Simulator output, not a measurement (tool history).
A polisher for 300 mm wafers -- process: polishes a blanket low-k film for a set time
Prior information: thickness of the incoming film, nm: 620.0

run,hour,flow of slurry (ml/min),pressure of the wafer on the pad (kPa),speed of the pad under the wafer (m/s),abrasive content of the slurry,polishing time (s),film removed (nm)
1,0,260,9.7,0.98,1,21,5.277
2,0.9,260,10.3,0.98,1,21,5.3802
3,3.5,260,11,1,1,21,6.054
4,9,260,11.7,1,1,21,6.2129
5,11.2,260,12.4,1,1,21,6.5823
6,17.3,260,12.4,0.76,1,21,5.2665
7,25.2,260,13.1,0.8,1,21,5.6512
8,27.8,260,13.8,0.84,1,21,6.2725
9,31.2,260,13.8,0.86,1,21,6.3865

Estimate the outcome of run 10 from the log above:
10,36.3,260,13.8,0.88,1,21,?

Run 10 measured film removed (nm) 6.3925.

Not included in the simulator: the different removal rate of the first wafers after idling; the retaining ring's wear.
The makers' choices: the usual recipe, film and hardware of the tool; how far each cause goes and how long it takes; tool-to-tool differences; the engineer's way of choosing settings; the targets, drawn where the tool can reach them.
